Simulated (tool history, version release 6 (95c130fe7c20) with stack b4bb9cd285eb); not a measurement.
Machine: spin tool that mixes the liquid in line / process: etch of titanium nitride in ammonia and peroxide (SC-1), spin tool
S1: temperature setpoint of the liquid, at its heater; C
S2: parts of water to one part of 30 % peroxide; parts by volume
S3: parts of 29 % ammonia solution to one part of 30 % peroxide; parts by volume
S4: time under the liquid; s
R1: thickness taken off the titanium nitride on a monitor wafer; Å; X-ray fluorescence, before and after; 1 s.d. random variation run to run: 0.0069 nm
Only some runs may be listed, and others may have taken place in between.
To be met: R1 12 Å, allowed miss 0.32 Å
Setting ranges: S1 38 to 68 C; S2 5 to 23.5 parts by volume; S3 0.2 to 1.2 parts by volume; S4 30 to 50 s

{"run": 1, "hour": 0.0, "S1": 52, "S2": 13, "S3": 0.75, "S4": 50, "R1": 35.64}
{"run": 2, "hour": 6.9, "S1": 58, "S2": 13, "S3": 0.75, "S4": 50, "R1": 53.818}
{"run": 3, "hour": 13.7, "S1": 53.5, "S2": 13, "S3": 0.75, "S4": 50, "R1": 39.521}
{"run": 4, "hour": 21.7, "S1": 53.5, "S2": 13, "S3": 0.55, "S4": 50, "R1": 37.573}
{"run": 5, "hour": 22.9, "S1": 53.5, "S2": 13, "S3": 0.45, "S4": 50, "R1": 36.328}
{"run": 6, "hour": 30.6, "S1": 53.5, "S2": 13, "S3": 0.3, "S4": 50, "R1": 33.537}
{"run": 7, "hour": 31.4, "S1": 50.5, "S2": 13, "S3": 0.3, "S4": 50, "R1": 27.187}
{"run": 8, "hour": 39.9, "S1": 48.5, "S2": 13, "S3": 0.3, "S4": 50, "R1": 23.725}
{"run": 9, "hour": 45.6, "S1": 46.5, "S2": 13, "S3": 0.3, "S4": 50, "R1": 20.425}
{"run": 10, "hour": 49.9, "S1": 38.5, "S2": 13, "S3": 0.3, "S4": 50, "R1": 11.595}

Which single option among these 5 for the next run brings every result within its allowed miss of target? Just one does.
{"run": "A", "hour": 54.2, "S1": 42.5, "S2": 16, "S3": 0.2, "S4": 50, "R1": "?"}
{"run": "B", "hour": 54.2, "S1": 38, "S2": 13.5, "S3": 0.5, "S4": 50, "R1": "?"}
{"run": "C", "hour": 54.2, "S1": 40.5, "S2": 12, "S3": 0.2, "S4": 50, "R1": "?"}
{"run": "D", "hour": 54.2, "S1": 38.5, "S2": 12, "S3": 0.4, "S4": 50, "R1": "?"}
{"run": "E", "hour": 54.2, "S1": 39, "S2": 13, "S3": 0.2, "S4": 50, "R1": "?"}

move=A R1=12.765
move=B R1=11.926
move=C R1=12.917
move=D R1=12.67
move=E R1=11.059
A: carries the result that was furthest off beyond its target, to the other side
B: each result inside its tolerance
C: carries the result that was furthest off beyond its target, to the other side
D: carries the result that was furthest off beyond its target, to the other side
E: moves away from the targets compared with the last run
Correct choice: B, which meets every target
